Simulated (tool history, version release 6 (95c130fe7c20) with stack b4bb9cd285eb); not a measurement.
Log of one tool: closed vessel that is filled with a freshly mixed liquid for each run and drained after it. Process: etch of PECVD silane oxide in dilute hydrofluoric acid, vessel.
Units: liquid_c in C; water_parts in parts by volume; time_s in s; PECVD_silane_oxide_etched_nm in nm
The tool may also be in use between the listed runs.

run,day,liquid_c,water_parts,time_s,PECVD_silane_oxide_etched_nm
1,0.000,25.0,295,305,27.371
2,0.358,27.5,295,305,30.045
3,0.575,25.5,295,305,27.605
4,0.738,25.5,235,305,37.180
5,0.929,25.5,235,245,30.422
6,1.108,25.5,270,245,25.089
7,1.383,29.5,150,250,61.034
8,1.504,33.0,120,250,90.383
9,1.700,32.5,120,250,87.734

Forecast run 10:
10,1.804,32.0,120,250,?

Run 10 yielded PECVD_silane_oxide_etched_nm 87.556 nm.
